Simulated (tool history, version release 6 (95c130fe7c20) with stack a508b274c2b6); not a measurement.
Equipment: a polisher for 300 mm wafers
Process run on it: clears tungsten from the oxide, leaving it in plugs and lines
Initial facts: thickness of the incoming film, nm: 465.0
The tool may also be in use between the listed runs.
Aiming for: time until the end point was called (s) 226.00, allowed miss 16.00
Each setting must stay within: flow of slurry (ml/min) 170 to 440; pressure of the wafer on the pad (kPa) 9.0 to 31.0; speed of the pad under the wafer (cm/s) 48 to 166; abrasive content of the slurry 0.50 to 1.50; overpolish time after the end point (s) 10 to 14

run	hour	flow of slurry (ml/min)	pressure of the wafer on the pad (kPa)	speed of the pad under the wafer (cm/s)	abrasive content of the slurry	overpolish time after the end point (s)	time until the end point was called (s)
1	0.0	280	20.0	106	1.00	14	129.38
2	3.2	280	17.9	104	1.00	14	140.60
3	4.9	280	17.9	104	1.20	14	134.71
4	9.0	280	15.9	98	1.20	14	147.59
# hour 12.9: slurry nozzle cleaned
5	12.9	280	20.0	98	1.20	14	128.59
6	21.6	280	17.9	92	1.20	14	140.33
7	29.5	275	15.9	84	1.15	14	170.81
8	34.1	275	14.5	82	1.15	14	178.46
9	39.6	275	9.7	72	1.15	14	241.75

Exactly one of the 5 candidate moves below puts every result within its allowed miss. Which one?
A	45.1	285	9.7	62	1.15	12	?
B	45.1	335	11.7	84	0.65	12	?
C	45.1	275	9.0	62	1.10	13	?
D	45.1	230	9.0	72	1.15	10	?
E	45.1	255	9.0	68	1.30	14	?

move	time until the end point was called (s)
A	271.40
B	229.86
C	285.02
D	255.27
E	255.69
A: its largest miss is bigger than the last run's
B: every result lands within tolerance
C: its largest miss is bigger than the last run's
D: its largest miss is bigger than the last run's
E: its largest miss is bigger than the last run's
So the answer is move B, the one that meets all the targets.

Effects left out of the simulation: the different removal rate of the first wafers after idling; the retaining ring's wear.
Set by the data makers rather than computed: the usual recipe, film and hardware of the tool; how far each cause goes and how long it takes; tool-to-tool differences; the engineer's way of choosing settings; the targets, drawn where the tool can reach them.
